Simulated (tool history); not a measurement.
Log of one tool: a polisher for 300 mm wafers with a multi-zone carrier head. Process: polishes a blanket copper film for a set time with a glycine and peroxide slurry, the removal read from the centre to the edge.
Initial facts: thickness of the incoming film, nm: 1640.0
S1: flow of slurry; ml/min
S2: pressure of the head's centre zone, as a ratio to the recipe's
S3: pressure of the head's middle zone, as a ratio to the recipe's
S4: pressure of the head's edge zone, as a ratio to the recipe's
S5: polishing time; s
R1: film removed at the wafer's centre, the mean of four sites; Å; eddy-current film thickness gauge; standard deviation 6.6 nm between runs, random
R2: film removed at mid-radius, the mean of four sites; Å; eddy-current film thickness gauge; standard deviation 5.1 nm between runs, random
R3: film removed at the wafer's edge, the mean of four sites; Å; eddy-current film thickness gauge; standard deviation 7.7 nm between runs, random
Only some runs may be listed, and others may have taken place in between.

{"run": 1, "day": 0.0, "S1": 125, "S2": 1.0, "S3": 1.0, "S4": 1.0, "S5": 82, "R1": 5439.9, "R2": 5387.9, "R3": 5375.2}
{"run": 2, "day": 0.271, "S1": 140, "S2": 1.03, "S3": 0.99, "S4": 1.05, "S5": 84, "R1": 5886.2, "R2": 5505.9, "R3": 5695.8}
{"run": 3, "day": 0.583, "S1": 150, "S2": 1.04, "S3": 0.99, "S4": 1.09, "S5": 86, "R1": 6285.7, "R2": 5741.5, "R3": 6004.1}
{"run": 4, "day": 0.925, "S1": 150, "S2": 1.04, "S3": 0.99, "S4": 1.16, "S5": 86, "R1": 6279.2, "R2": 5775.8, "R3": 6137.3}
{"run": 5, "day": 1.162, "S1": 135, "S2": 1.04, "S3": 0.99, "S4": 1.16, "S5": 86, "R1": 6109.5, "R2": 5585.6, "R3": 5923.4}
{"run": 6, "day": 1.483, "S1": 120, "S2": 1.04, "S3": 0.99, "S4": 1.16, "S5": 86, "R1": 5938.8, "R2": 5539.5, "R3": 5867.8}
{"run": 7, "day": 1.829, "S1": 120, "S2": 1.04, "S3": 0.99, "S4": 1.16, "S5": 86, "R1": 5840.0, "R2": 5460.2, "R3": 5851.1}
{"run": 8, "day": 2.138, "S1": 140, "S2": 1.04, "S3": 0.98, "S4": 1.17, "S5": 87, "R1": 6269.1, "R2": 5683.5, "R3": 6108.6}
{"run": 9, "day": 2.262, "S1": 150, "S2": 1.04, "S3": 0.97, "S4": 1.18, "S5": 88, "R1": 6453.2, "R2": 5748.7, "R3": 6322.4}
{"run": 10, "day": 2.475, "S1": 150, "S2": 1.04, "S3": 0.97, "S4": 1.18, "S5": 88, "R1": 6353.5, "R2": 5836.3, "R3": 6260.3}

Run 11 has not been measured yet. What should we expect?
{"run": 11, "day": 2.65, "S1": 150, "S2": 1.04, "S3": 0.97, "S4": 1.18, "S5": 88, "R1": "?", "R2": "?", "R3": "?"}

{"run 11": {"R1": 6441.9, "R2": 5833.5, "R3": 6261.8}}
